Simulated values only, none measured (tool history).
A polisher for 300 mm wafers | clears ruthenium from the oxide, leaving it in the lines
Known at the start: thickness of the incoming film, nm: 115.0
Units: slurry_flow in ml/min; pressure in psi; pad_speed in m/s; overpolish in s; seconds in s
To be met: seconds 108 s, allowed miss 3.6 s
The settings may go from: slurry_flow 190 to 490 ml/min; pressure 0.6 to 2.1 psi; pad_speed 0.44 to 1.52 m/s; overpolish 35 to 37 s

| run | hour | slurry_flow | pressure | pad_speed | overpolish | seconds |
|---|---|---|---|---|---|---|
| 1 | 0 | 315 | 1.3 | 0.98 | 35 | 179.94 |
| 2 | 5.7 | 385 | 1.3 | 0.98 | 35 | 179.62 |
| 3 | 9.1 | 385 | 1.5 | 0.98 | 35 | 156.2 |
| 4 | 13.4 | 385 | 1.7 | 0.98 | 35 | 143.5 |
| 5 | 19.3 | 385 | 1.8 | 1 | 35 | 132.72 |
| 6 | 22.7 | 385 | 1.9 | 1.02 | 35 | 124.22 |
| 7 | 30 | 385 | 2 | 1.04 | 35 | 115.51 |
| 8 | 35 | 385 | 2.1 | 1.04 | 35 | 113.36 |
|  | 38.7 | worn pad replaced by a new one |
| 9 | 38.7 | 390 | 2.1 | 1.06 | 35 | 102.33 |
| 10 | 40.5 | 380 | 2.1 | 1.06 | 35 | 104.04 |
| 11 | 43.4 | 365 | 2.1 | 1.06 | 35 | 104.68 |

Which of these 5 next moves meets every target?
| A | 46.3 | 345 | 2.1 | 1.1 | 37 | ? |
| B | 46.3 | 370 | 2.1 | 1.14 | 36 | ? |
| C | 46.3 | 405 | 2.1 | 1.12 | 35 | ? |
| D | 46.3 | 410 | 2.1 | 1 | 37 | ? |
| E | 46.3 | 355 | 2.1 | 1.1 | 36 | ? |

| move | seconds |
|---|---|
| A | 100.94 |
| B | 97.328 |
| C | 98.353 |
| D | 108.74 |
| E | 100.76 |
A: further off than the last run
B: further off than the last run
C: further off than the last run
D: meets every target
E: further off than the last run
Answer: D
